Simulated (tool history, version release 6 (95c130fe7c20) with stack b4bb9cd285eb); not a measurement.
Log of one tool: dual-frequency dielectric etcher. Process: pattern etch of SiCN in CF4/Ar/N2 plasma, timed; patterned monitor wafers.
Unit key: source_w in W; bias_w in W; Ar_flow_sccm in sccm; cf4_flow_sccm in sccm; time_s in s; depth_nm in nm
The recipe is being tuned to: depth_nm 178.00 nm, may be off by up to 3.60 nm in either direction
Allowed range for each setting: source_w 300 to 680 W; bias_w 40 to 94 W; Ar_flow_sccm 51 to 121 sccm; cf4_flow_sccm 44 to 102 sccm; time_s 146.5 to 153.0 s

| run | hour | source_w | bias_w | Ar_flow_sccm | cf4_flow_sccm | time_s | depth_nm |
|---|---|---|---|---|---|---|---|
| 1 | 0.0 | 490 | 67 | 86 | 73 | 146.5 | 134.63 |
| 2 | 4.3 | 530 | 68 | 86 | 73 | 146.5 | 145.15 |
| 3 | 9.3 | 560 | 68 | 86 | 73 | 146.5 | 150.24 |
| 4 | 12.3 | 590 | 68 | 86 | 73 | 146.5 | 156.93 |
| 5 | 16.1 | 610 | 68 | 86 | 73 | 146.5 | 162.15 |
| 6 | 19.2 | 610 | 68 | 101 | 73 | 146.5 | 156.24 |
| 7 | 26.1 | 630 | 69 | 100 | 73 | 146.5 | 165.31 |
| 8 | 31.0 | 630 | 69 | 100 | 73 | 146.5 | 163.67 |
| 9 | 38.8 | 640 | 69 | 100 | 73 | 146.5 | 165.31 |

4 candidate next runs follow, results not yet known. Just one meets every target within its allowed miss. Identify it.
| A | 46.6 | 680 | 67 | 107 | 70 | 152.5 | ? |
| B | 46.6 | 550 | 75 | 94 | 76 | 147.0 | ? |
| C | 46.6 | 610 | 65 | 111 | 72 | 150.0 | ? |
| D | 46.6 | 580 | 62 | 90 | 69 | 152.0 | ? |

| move | depth_nm |
|---|---|
| A | 176.57 |
| B | 153.26 |
| C | 156.52 |
| D | 153.25 |
A: every result lands within tolerance
B: its largest miss is bigger than the last run's
C: its largest miss is bigger than the last run's
D: its largest miss is bigger than the last run's
Answer: A

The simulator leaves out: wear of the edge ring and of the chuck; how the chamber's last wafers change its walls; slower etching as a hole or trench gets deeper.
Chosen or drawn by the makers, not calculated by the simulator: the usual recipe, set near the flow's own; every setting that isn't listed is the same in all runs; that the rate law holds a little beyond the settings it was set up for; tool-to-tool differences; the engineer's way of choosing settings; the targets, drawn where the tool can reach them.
